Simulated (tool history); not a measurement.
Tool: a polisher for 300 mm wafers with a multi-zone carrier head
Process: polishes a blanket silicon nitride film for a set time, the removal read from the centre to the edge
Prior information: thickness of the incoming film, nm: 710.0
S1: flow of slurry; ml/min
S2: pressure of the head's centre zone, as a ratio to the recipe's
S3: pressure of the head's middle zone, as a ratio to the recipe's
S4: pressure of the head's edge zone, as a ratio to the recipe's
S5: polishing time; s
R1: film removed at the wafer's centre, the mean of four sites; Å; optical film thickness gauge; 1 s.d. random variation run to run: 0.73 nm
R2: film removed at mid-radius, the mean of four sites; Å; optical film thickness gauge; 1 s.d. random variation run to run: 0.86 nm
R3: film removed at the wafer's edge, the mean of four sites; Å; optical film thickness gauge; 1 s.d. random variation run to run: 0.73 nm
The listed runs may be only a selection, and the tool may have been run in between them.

run	hour	S1	S2	S3	S4	S5	R1	R2	R3
1	0	230	1	1	1	42	1033.8	1053.1	1058.3
2	7.6	225	0.99	0.98	1	42	1020	1033.2	1064
3	11.4	225	0.99	0.98	1	47	1133.9	1164.7	1169.1
4	16.7	225	0.99	0.95	1	47	1134.1	1130	1167.4
5	22.3	220	0.98	0.94	1	46	1095.5	1074.3	1147.6
6	28.8	220	0.89	0.94	1	46	1001.2	1083.6	1146.4
7	32.6	215	0.89	0.93	1	46	991.08	1060.4	1142.9
8	39.6	210	0.89	0.92	0.99	46	995.11	1062.1	1136.9
9	42.1	210	0.89	0.91	0.99	45	977.63	1037	1123.9

What will run 10 give?
10	47.7	210	0.89	0.9	0.99	44	?	?	?

R1: 953.75 Å
R2: 988.16 Å
R3: 1088.4 Å
